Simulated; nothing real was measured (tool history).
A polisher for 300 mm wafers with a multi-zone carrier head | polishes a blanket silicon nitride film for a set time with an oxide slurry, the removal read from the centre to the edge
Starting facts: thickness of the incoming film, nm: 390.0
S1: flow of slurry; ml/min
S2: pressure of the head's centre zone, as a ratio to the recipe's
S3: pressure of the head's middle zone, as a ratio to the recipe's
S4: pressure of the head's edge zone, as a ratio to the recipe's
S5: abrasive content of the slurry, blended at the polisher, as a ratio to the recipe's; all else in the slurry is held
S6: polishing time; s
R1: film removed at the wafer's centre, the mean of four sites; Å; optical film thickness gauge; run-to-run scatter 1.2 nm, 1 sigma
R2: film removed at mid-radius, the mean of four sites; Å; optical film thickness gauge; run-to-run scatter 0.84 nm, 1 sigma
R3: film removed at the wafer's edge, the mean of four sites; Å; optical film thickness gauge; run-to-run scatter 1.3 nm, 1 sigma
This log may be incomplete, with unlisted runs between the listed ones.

Run 1, hour 0: S1 235 ml/min, S2 1, S3 1, S4 1, S5 1, S6 88 s. Result: R1 710.44 Å, R2 690.27 Å, R3 696.96 Å.
Run 2, hour 6.7: S1 235 ml/min, S2 0.94, S3 1, S4 1, S5 1, S6 88 s. Result: R1 660.44 Å, R2 683.82 Å, R3 686.64 Å.
Run 3, hour 14.5: S1 235 ml/min, S2 0.94, S3 1, S4 0.95, S5 1, S6 88 s. Result: R1 649 Å, R2 693.57 Å, R3 681.75 Å.
Run 4, hour 22.1: S1 180 ml/min, S2 0.94, S3 1, S4 0.95, S5 1, S6 88 s. Result: R1 640.97 Å, R2 656.38 Å, R3 655.86 Å.
Run 5, hour 27.3: S1 210 ml/min, S2 0.95, S3 1.04, S4 1, S5 1.1, S6 88 s. Result: R1 697.28 Å, R2 729.78 Å, R3 714.83 Å.
Run 6, hour 33.3: S1 235 ml/min, S2 0.95, S3 1.08, S4 1.04, S5 1.2, S6 88 s. Result: R1 720.57 Å, R2 814.95 Å, R3 771.59 Å.

Predict the results of run 7:
Run 7, hour 36.6: S1 250 ml/min, S2 0.97, S3 1.1, S4 1.07, S5 1.25, S6 88 s. Result: R1 ?, R2 ?, R3 ?.

{"run 7": {"R1": 756.11, "R2": 842.87, "R3": 796.01}}
